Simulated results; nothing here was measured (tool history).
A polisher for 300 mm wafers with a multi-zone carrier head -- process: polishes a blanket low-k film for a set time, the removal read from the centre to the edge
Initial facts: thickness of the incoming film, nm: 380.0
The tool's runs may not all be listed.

run	hour	flow of slurry (ml/min)	pressure of the head's centre zone	pressure of the head's middle zone	pressure of the head's edge zone	abrasive content of the slurry	polishing time (s)	film removed at the wafer's centre (Å)	film removed at mid-radius (Å)	film removed at the wafer's edge (Å)
1	0.0	300	1.00	1.00	1.00	1.00	84	478.77	429.70	436.64
2	7.6	300	1.00	1.00	1.00	0.85	84	450.35	405.92	410.86
3	14.9	300	1.00	0.94	1.00	0.85	84	444.52	390.77	411.75
4	21.5	300	0.96	0.94	1.00	0.85	84	431.65	387.66	413.71
5	23.3	300	0.96	0.94	1.00	0.90	84	438.79	409.66	417.64
6	30.4	300	1.04	0.94	1.00	0.90	84	472.40	403.45	416.93
7	34.8	290	1.00	0.92	0.99	0.80	84	440.44	380.93	399.79
8	35.7	290	0.96	0.91	0.99	0.75	84	412.45	359.17	390.09
# hour 40.3: centre zone pressure recalibrated
9	40.3	285	0.93	0.91	0.98	0.70	84	354.51	346.93	379.78

Run 10 has not been measured yet. What should we expect?
10	42.5	285	0.93	0.91	0.98	0.70	84	?	?	?

{"run 10": {"film removed at the wafer's centre (Å)": 354.57, "film removed at mid-radius (Å)": 355.52, "film removed at the wafer's edge (Å)": 379.62}}
